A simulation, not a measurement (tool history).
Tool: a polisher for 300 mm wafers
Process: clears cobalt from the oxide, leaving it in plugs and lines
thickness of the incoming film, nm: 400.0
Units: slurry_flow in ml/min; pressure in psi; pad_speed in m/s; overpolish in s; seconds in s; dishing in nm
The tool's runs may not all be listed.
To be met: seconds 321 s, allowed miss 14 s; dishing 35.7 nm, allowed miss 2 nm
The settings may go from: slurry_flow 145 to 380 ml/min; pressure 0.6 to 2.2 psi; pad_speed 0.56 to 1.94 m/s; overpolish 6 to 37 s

| run | day | slurry_flow | pressure | pad_speed | overpolish | seconds | dishing |
|---|---|---|---|---|---|---|---|
| 1 | 0 | 245 | 1.4 | 1.24 | 19 | 114.86 | 50.312 |
| 2 | 0.175 | 245 | 1.2 | 1.24 | 19 | 133.16 | 45.314 |
| 3 | 0.35 | 245 | 1.5 | 1.24 | 19 | 105.02 | 52.404 |
| 4 | 0.438 | 240 | 1.3 | 1.1 | 21 | 139.87 | 48.136 |
| 5 | 0.692 | 240 | 1.1 | 1 | 22 | 178.95 | 41.051 |
| 6 | 0.883 | 240 | 1 | 0.94 | 24 | 201.05 | 39.711 |
| 7 | 1.167 | 240 | 0.9 | 0.88 | 26 | 240.58 | 37.636 |
| 8 | 1.196 | 240 | 0.8 | 0.88 | 27 | 268.76 | 35.34 |
| 9 | 1.4 | 240 | 0.8 | 0.88 | 28 | 269.48 | 37.698 |
| 10 | 1.658 | 240 | 0.8 | 0.88 | 29 | 271.64 | 38.157 |
| 11 | 1.979 | 240 | 0.8 | 0.88 | 29 | 260.52 | 37.32 |

Which of these 5 next moves meets every target?
| A | 2.3 | 200 | 0.8 | 0.74 | 32 | ? | ? |
| B | 2.3 | 265 | 0.8 | 1.04 | 23 | ? | ? |
| C | 2.3 | 145 | 0.8 | 0.7 | 32 | ? | ? |
| D | 2.3 | 230 | 0.7 | 0.9 | 24 | ? | ? |
| E | 2.3 | 190 | 0.9 | 0.7 | 36 | ? | ? |

| move | seconds | dishing |
|---|---|---|
| A | 323.35 | 35.2 |
| B | 225.1 | 35.913 |
| C | 361.68 | 32.344 |
| D | 298.44 | 29.976 |
| E | 307.17 | 39.783 |
A: meets every target
B: further off than the last run
C: takes the result that was furthest off past its target
D: nearer than the last run, and not there yet
E: brings the result that was furthest off to its target, and leaves another outside
Answer: A
